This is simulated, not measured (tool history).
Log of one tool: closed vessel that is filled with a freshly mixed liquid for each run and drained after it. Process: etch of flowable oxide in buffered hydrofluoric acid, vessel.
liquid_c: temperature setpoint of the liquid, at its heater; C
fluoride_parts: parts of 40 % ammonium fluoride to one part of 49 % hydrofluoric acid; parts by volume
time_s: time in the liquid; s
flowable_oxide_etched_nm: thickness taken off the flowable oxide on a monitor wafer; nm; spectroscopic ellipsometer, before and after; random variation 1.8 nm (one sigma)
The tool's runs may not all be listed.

| run | hour | liquid_c | fluoride_parts | time_s | flowable_oxide_etched_nm |
|---|---|---|---|---|---|
| 1 | 0.0 | 22.0 | 22.5 | 95 | 102.79 |
| 2 | 8.5 | 22.0 | 22.5 | 105 | 114.97 |
| 3 | 17.2 | 22.0 | 22.5 | 95 | 105.21 |
| 4 | 24.1 | 23.5 | 21.0 | 95 | 121.30 |
| 5 | 30.0 | 25.0 | 21.0 | 95 | 131.63 |
| 6 | 37.2 | 26.0 | 20.5 | 95 | 139.53 |

The next listed run, before its measurement:
| 7 | 42.9 | 27.0 | 20.0 | 95 | ? |

Run 7 gave flowable_oxide_etched_nm 150.92 nm.

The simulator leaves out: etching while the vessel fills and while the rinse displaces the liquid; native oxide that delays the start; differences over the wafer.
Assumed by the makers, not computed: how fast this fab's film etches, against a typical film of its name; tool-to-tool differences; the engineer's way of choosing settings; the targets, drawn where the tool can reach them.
